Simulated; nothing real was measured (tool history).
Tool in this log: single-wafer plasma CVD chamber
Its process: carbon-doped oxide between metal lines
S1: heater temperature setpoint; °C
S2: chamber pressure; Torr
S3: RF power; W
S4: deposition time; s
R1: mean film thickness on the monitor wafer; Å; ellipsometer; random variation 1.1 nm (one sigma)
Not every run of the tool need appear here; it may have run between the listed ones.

run 1 hour=0.0 | S1=330 S2=6.24 S3=655 S4=38.2 | R1=2444.1
run 2 hour=3.9 | S1=330 S2=6.92 S3=655 S4=38.2 | R1=2446.8
run 3 hour=10.4 | S1=320 S2=6.92 S3=655 S4=38.2 | R1=2529.6
run 4 hour=11.1 | S1=327 S2=6.92 S3=655 S4=38.2 | R1=2471.1
run 5 hour=11.7 | S1=323 S2=6.99 S3=700 S4=38.3 | R1=2649.3
run 6 hour=16.7 | S1=320 S2=7.09 S3=720 S4=38.3 | R1=2732.7

The next listed run, before its measurement:
run 7 hour=23.3 | S1=317 S2=7.19 S3=735 S4=38.3 | R1=?

R1: 2801.9 Å

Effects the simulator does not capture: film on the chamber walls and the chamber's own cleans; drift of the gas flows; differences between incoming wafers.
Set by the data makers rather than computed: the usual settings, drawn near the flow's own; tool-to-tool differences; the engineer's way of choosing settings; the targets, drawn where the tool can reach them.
